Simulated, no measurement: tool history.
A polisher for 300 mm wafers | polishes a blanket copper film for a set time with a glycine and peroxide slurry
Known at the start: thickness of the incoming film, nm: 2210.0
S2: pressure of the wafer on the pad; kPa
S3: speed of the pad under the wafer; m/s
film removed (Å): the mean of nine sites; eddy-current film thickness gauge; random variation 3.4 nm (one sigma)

run 1 hour=0.0 | flow_of_slurry_(ml/min)=310 S2=16.5 S3=0.88 polishing_time_(s)=48 | film_removed_(Å)=1995.8
run 2 hour=2.2 | flow_of_slurry_(ml/min)=310 S2=16.5 S3=0.78 polishing_time_(s)=48 | film_removed_(Å)=1852.7
run 3 hour=9.9 | flow_of_slurry_(ml/min)=310 S2=14.5 S3=0.78 polishing_time_(s)=48 | film_removed_(Å)=1686.2
run 4 hour=16.4 | flow_of_slurry_(ml/min)=310 S2=11.0 S3=0.78 polishing_time_(s)=48 | film_removed_(Å)=1378.2
run 5 hour=18.4 | flow_of_slurry_(ml/min)=310 S2=13.1 S3=0.80 polishing_time_(s)=48 | film_removed_(Å)=1603.0
run 6 hour=20.6 | flow_of_slurry_(ml/min)=310 S2=15.2 S3=0.82 polishing_time_(s)=48 | film_removed_(Å)=1755.9
run 7 hour=26.8 | flow_of_slurry_(ml/min)=310 S2=16.5 S3=0.84 polishing_time_(s)=48 | film_removed_(Å)=1910.6
run 8 hour=34.4 | flow_of_slurry_(ml/min)=310 S2=17.9 S3=0.86 polishing_time_(s)=48 | film_removed_(Å)=2073.6
run 9 hour=41.8 | flow_of_slurry_(ml/min)=310 S2=18.6 S3=0.86 polishing_time_(s)=48 | film_removed_(Å)=2212.2
run 10 hour=49.4 | flow_of_slurry_(ml/min)=310 S2=19.3 S3=0.86 polishing_time_(s)=48 | film_removed_(Å)=2196.7

Forecast run 11:
run 11 hour=57.2 | flow_of_slurry_(ml/min)=310 S2=20.0 S3=0.86 polishing_time_(s)=48 | film_removed_(Å)=?

{"run 11": {"film removed (Å)": 2261.1}}
